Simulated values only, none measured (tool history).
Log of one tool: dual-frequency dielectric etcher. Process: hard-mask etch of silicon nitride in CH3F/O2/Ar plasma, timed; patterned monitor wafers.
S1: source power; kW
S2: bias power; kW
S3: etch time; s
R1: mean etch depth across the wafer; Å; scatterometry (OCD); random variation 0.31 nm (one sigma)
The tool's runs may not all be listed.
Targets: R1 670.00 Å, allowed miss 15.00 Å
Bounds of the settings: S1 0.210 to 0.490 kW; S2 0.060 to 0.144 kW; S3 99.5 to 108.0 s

{"run": 1, "hour": 0.0, "S1": 0.35, "S2": 0.102, "S3": 108.0, "R1": 904.27}
{"run": 2, "hour": 6.8, "S1": 0.35, "S2": 0.102, "S3": 108.0, "R1": 914.77}
{"run": 3, "hour": 9.6, "S1": 0.35, "S2": 0.102, "S3": 108.0, "R1": 914.79}
{"run": 4, "hour": 14.0, "S1": 0.35, "S2": 0.102, "S3": 99.5, "R1": 833.33}
{"run": 5, "hour": 19.3, "S1": 0.39, "S2": 0.102, "S3": 99.5, "R1": 872.61}
{"run": 6, "hour": 23.5, "S1": 0.34, "S2": 0.09, "S3": 99.5, "R1": 779.34}
{"run": 7, "hour": 32.5, "S1": 0.31, "S2": 0.087, "S3": 99.5, "R1": 742.51}
{"run": 8, "hour": 40.2, "S1": 0.29, "S2": 0.086, "S3": 99.5, "R1": 716.1}
{"run": 9, "hour": 41.6, "S1": 0.24, "S2": 0.083, "S3": 99.5, "R1": 657.71}

Which of these 5 next moves meets every target?
{"run": "A", "hour": 43.0, "S1": 0.22, "S2": 0.079, "S3": 101.5, "R1": "?"}
{"run": "B", "hour": 43.0, "S1": 0.21, "S2": 0.084, "S3": 102.5, "R1": "?"}
{"run": "C", "hour": 43.0, "S1": 0.21, "S2": 0.08, "S3": 105.5, "R1": "?"}
{"run": "D", "hour": 43.0, "S1": 0.24, "S2": 0.08, "S3": 104.5, "R1": "?"}
{"run": "E", "hour": 43.0, "S1": 0.28, "S2": 0.068, "S3": 99.5, "R1": "?"}

move=A R1=627.23
move=B R1=639.49
move=C R1=643.19
move=D R1=673.56
move=E R1=633.57
A: further off than the last run
B: further off than the last run
C: further off than the last run
D: meets every target
E: further off than the last run
Answer: D

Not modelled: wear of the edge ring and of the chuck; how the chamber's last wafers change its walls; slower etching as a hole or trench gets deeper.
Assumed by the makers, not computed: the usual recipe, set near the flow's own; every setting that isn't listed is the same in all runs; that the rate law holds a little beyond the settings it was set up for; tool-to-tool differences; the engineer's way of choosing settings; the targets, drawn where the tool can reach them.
